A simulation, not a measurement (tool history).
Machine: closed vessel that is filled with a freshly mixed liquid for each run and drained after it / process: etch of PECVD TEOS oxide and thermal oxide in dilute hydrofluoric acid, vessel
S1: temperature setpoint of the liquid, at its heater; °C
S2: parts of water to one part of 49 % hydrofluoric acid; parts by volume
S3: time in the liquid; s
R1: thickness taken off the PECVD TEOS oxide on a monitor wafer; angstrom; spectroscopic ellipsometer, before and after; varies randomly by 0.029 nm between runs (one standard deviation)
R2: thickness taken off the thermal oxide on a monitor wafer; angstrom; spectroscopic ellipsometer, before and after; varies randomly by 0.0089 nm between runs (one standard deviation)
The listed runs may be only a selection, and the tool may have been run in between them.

run  hour    S1   S2  S3      R1      R2
  1     0    23  135  80  95.963  27.353
  2   2.8    21  165  80  71.133  20.276
  3  10.8    21  165  95  83.412  24.208
  4  12.9    21  190  95  69.699  20.424
  5    14    21  160  95  86.397  24.822
       18  -- hydrofluoric acid flow meter replaced
  6    18    21  210  95  56.559   16.38
  7  20.7    20  220  90  49.025  13.967
  8  29.2  19.5  230  85  42.759  12.429

Run 9, settings as shown, results not yet in. Your forecast:
  9  30.6  19  235  80   ?   ?

R1: 38.343 angstrom
R2: 11.102 angstrom
